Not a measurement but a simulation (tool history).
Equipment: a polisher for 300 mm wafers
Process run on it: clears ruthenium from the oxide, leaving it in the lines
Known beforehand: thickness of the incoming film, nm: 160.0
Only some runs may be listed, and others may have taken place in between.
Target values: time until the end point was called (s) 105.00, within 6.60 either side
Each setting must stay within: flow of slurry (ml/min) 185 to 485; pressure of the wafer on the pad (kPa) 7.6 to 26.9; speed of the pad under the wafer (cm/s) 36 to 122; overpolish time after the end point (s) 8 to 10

run,day,flow of slurry (ml/min),pressure of the wafer on the pad (kPa),speed of the pad under the wafer (cm/s),overpolish time after the end point (s),time until the end point was called (s)
1,0.000,310,17.2,78,10,166.44
2,0.046,310,19.3,78,10,155.86
3,0.258,310,16.5,78,10,170.30
4,0.467,285,16.5,78,10,181.04
# day 0.671: slurry nozzle cleaned
5,0.671,345,16.5,78,10,159.35
6,0.838,345,13.8,78,10,185.69
7,1.125,365,15.9,80,10,161.86
8,1.462,375,17.2,82,10,148.81
9,1.662,385,18.6,84,10,133.09
10,1.746,395,19.3,84,10,133.78
11,1.954,400,20.7,86,10,122.23
12,2.267,405,21.4,86,10,121.52
13,2.333,410,22.1,86,10,117.18
14,2.433,415,22.8,86,10,111.13
15,2.562,415,22.8,86,10,113.24
16,2.754,415,23.4,86,10,115.07

5 next moves are on the table. One of them brings every result within its allowed miss. Which?
A,2.946,390,19.3,106,8,?
B,2.946,410,23.4,80,8,?
C,2.946,365,21.4,86,10,?
D,2.946,480,23.4,78,8,?
E,2.946,390,22.8,76,9,?

move,time until the end point was called (s)
A,105.37
B,119.15
C,120.28
D,120.90
E,128.62
A: meets every target
B: further off than the last run
C: further off than the last run
D: further off than the last run
E: further off than the last run
The right move is A.
